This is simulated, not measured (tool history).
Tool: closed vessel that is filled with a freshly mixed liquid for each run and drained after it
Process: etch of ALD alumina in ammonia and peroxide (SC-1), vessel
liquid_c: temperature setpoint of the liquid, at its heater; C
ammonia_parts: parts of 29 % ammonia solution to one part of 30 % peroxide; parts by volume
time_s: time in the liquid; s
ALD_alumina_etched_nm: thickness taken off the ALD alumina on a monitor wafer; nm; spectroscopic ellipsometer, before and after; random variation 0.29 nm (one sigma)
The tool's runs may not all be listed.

run	hour	liquid_c	ammonia_parts	time_s	ALD_alumina_etched_nm
1	0.0	61.0	0.45	455	47.014
2	1.8	62.0	0.45	455	49.396
3	7.2	63.0	0.45	455	52.189
4	9.9	64.0	0.45	455	55.033
5	18.8	64.0	0.35	455	53.297
6	23.7	64.0	0.35	455	53.130
7	30.0	69.5	0.35	455	70.271

The next listed run, before its measurement:
8	38.4	69.0	0.35	455	?

Run 8 gave ALD_alumina_etched_nm 68.713 nm.
